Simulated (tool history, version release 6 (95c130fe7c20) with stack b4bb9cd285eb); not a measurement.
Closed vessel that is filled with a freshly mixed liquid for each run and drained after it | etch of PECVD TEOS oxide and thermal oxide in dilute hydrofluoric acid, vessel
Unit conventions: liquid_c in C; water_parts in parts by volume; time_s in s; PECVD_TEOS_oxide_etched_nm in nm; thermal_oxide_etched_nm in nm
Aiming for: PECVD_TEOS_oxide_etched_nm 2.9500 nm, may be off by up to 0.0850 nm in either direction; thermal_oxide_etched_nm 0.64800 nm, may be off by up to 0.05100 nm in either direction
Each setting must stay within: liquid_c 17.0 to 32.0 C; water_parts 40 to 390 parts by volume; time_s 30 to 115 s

run  hour  liquid_c  water_parts  time_s  PECVD_TEOS_oxide_etched_nm  thermal_oxide_etched_nm
  1   0.0      24.0          215      60                      5.3081                  1.19980
  2   7.6      24.0          215      75                      6.7352                  1.40400
  3  16.0      26.5          215      75                      7.3118                  1.63730
  4  17.8      25.5          255      75                      5.6510                  1.27870
  5  25.7      25.5          220      75                      6.8703                  1.54970
  6  29.2      25.5          280      75                      5.0552                  1.13260
  7  37.0      21.5          340      75                      3.4514                  0.73544
  8  41.8      21.5          350      75                      3.2736                  0.73546

Exactly one of the 4 candidate moves below puts every result within its allowed miss. Which one?
  A  46.6      20.5          335      65                           ?                        ?
  B  46.6      28.0          310      50                           ?                        ?
  C  46.6      18.5          280      60                           ?                        ?
  D  46.6      32.0          390      70                           ?                        ?

move  PECVD_TEOS_oxide_etched_nm  thermal_oxide_etched_nm
   A                      2.9163                  0.63866
   B                      3.2088                  0.70271
   C                      3.1415                  0.68797
   D                      3.7205                  0.81478
A: all results land within tolerance of their targets
B: moves toward the targets from the last run without getting all of them in spec
C: moves toward the targets from the last run without getting all of them in spec
D: its largest miss is bigger than the last run's
Correct choice: A, which meets every target

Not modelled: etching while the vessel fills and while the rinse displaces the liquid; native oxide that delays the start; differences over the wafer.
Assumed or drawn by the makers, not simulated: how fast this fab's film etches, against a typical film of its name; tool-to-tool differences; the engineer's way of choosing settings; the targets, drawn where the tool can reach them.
